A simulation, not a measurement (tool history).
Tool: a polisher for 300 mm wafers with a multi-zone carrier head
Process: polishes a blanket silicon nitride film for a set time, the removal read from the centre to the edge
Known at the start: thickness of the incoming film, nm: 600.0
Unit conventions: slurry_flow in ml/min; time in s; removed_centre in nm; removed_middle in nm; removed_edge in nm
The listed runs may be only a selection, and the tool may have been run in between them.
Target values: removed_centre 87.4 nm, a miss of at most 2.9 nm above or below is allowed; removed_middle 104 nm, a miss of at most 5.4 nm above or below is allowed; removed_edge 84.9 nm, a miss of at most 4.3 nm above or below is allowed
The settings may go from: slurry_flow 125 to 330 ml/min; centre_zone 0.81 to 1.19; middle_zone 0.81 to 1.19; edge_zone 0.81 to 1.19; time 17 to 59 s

run,day,slurry_flow,centre_zone,middle_zone,edge_zone,time,removed_centre,removed_middle,removed_edge
1,0,210,1,1,1,38,66.204,67.981,66.218
2,0.121,210,0.96,1,1,38,63.218,66.285,67.211
3,0.25,210,0.96,1,0.96,38,63.991,66.787,67.097
4,0.312,210,0.96,1.07,0.96,38,64.094,71.335,66.636
5,0.5,210,0.96,1.07,0.96,47,78.82,91.375,80.264
6,0.779,255,0.96,1.07,0.96,47,80.901,90.323,85.286
7,1.012,250,0.97,1.08,0.96,47,83.061,90.942,83.746
8,1.246,245,0.97,1.09,0.96,47,80.141,92.096,82.263

Exercise: of the 4 proposed moves below, exactly one satisfies all targets within the stated allowed misses. Which move is it?
A,1.479,270,0.86,0.98,1,44,?,?,?
B,1.479,125,1.14,1.19,0.95,50,?,?,?
C,1.479,230,0.81,1.19,1.01,51,?,?,?
D,1.479,200,0.99,1.16,0.94,51,?,?,?

move,removed_centre,removed_middle,removed_edge
A,69.559,80.665,79.54
B,89.608,93.655,79.343
C,74.341,108.19,90.972
D,88.924,103.57,86.706
A: the biggest miss grows against the last run
B: the worst result of the last run now meets its target, but another is out of spec
C: the biggest miss grows against the last run
D: all results land within tolerance of their targets
Answer: D
